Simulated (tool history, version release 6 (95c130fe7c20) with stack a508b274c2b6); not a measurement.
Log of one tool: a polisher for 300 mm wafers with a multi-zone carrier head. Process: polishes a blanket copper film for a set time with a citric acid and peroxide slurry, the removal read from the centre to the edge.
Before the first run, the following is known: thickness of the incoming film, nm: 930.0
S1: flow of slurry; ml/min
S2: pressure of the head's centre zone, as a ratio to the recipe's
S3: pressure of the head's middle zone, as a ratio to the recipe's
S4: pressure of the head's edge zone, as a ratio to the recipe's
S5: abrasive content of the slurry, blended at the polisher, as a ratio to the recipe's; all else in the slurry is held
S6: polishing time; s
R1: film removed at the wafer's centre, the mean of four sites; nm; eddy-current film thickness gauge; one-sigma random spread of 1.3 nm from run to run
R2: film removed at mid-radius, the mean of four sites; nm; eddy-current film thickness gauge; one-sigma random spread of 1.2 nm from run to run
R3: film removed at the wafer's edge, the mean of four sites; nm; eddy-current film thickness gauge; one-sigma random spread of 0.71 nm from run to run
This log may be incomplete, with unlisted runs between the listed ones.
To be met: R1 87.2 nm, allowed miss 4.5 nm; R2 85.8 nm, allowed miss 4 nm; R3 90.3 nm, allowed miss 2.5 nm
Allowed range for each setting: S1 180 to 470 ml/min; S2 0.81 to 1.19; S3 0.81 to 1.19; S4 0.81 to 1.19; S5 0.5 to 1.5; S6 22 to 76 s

run    day   S1    S2    S3    S4    S5  S6      R1      R2      R3
  1      0  300     1     1     1     1  49  137.43  141.79   140.5
  2  0.033  295  0.98  0.96  0.97  0.85  44  118.49  120.03  117.97
  3  0.071  295  0.98  0.96  0.97  0.65  44  112.16  110.73  110.59
  4  0.317  245  0.98  0.96  0.97  0.65  44  106.24  109.76  113.06
  5  0.646  245  0.97  0.93  0.95   0.6  42  104.49  99.174  103.49
  6  1.008  245  0.97  0.93  0.95   0.8  42  104.07  108.83  109.19
  7  1.092  235  0.87  0.89  0.87  0.55  38  82.909  86.761   87.18
     1.429  -- edge zone pressure recalibrated
  8  1.429  235  0.88  0.88  0.88  0.55  38  82.035  84.473  90.194
  9    1.8  240  0.89  0.88  0.88  0.55  38  82.501  83.926  89.218
 10  2.096  240  0.89  0.88  0.88  0.55  38  81.366  84.204   89.61

Which one of the following 5 next-run settings gets every result inside its allowed miss? There is exactly one.
  A  2.392  220  0.86  0.93  0.92   0.6  36   ?   ?   ?
  B  2.392  235  0.94  0.88  0.85  0.65  37   ?   ?   ?
  C  2.392  240  0.81  0.85  0.92  0.75  36   ?   ?   ?
  D  2.392  195  0.87  0.86  0.87   0.6  38   ?   ?   ?
  E  2.392  225  0.82  0.93  0.88   0.6  37   ?   ?   ?

move      R1      R2      R3
   A  73.654  86.738  88.467
   B  84.973  87.279  89.768
   C   73.38  85.154   93.34
   D  76.859  84.095   89.76
   E  72.425  89.478  89.318
A: further off than the last run
B: hits every target within its allowed miss
C: further off than the last run
D: further off than the last run
E: further off than the last run
Move B is the one to make.

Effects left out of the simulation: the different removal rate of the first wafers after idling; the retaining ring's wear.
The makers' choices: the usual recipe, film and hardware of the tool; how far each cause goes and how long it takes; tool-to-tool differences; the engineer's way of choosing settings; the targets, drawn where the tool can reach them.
